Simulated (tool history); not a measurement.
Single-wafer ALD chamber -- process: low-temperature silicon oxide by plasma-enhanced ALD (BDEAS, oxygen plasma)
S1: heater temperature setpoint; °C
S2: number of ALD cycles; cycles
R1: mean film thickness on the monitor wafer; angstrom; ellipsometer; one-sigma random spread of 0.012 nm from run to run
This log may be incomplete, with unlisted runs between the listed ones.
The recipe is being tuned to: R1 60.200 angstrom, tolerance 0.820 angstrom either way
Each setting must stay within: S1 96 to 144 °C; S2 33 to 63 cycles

Run 1, hour 0.0: S1 120 °C, S2 48 cycles. Result: R1 63.602 angstrom.
Run 2, hour 0.5: S1 122 °C, S2 48 cycles. Result: R1 63.365 angstrom.
Run 3, hour 3.6: S1 122 °C, S2 42 cycles. Result: R1 55.411 angstrom.
Run 4, hour 7.9: S1 132 °C, S2 42 cycles. Result: R1 54.542 angstrom.
Run 5, hour 14.9: S1 124 °C, S2 42 cycles. Result: R1 55.247 angstrom.
Run 6, hour 16.9: S1 129 °C, S2 42 cycles. Result: R1 54.975 angstrom.
Run 7, hour 22.4: S1 128 °C, S2 43 cycles. Result: R1 56.100 angstrom.
Run 8, hour 23.4: S1 126 °C, S2 43 cycles. Result: R1 56.232 angstrom.
Run 9, hour 31.6: S1 125 °C, S2 43 cycles. Result: R1 56.266 angstrom.
Run 10, hour 36.2: S1 124 °C, S2 43 cycles. Result: R1 56.581 angstrom.

Next run, 4 choices. One meets every target within its allowed miss, the rest don't. Which?
Run A, hour 40.8: S1 125 °C, S2 47 cycles. Result: R1 ?.
Run B, hour 40.8: S1 124 °C, S2 40 cycles. Result: R1 ?.
Run C, hour 40.8: S1 133 °C, S2 40 cycles. Result: R1 ?.
Run D, hour 40.8: S1 124 °C, S2 46 cycles. Result: R1 ?.

move      R1
   A  61.882
   B  52.759
   C  51.925
   D  60.672
A: carries the result that was furthest off beyond its target, to the other side
B: the biggest miss grows against the last run
C: the biggest miss grows against the last run
D: every result within its allowed miss
Answer: D
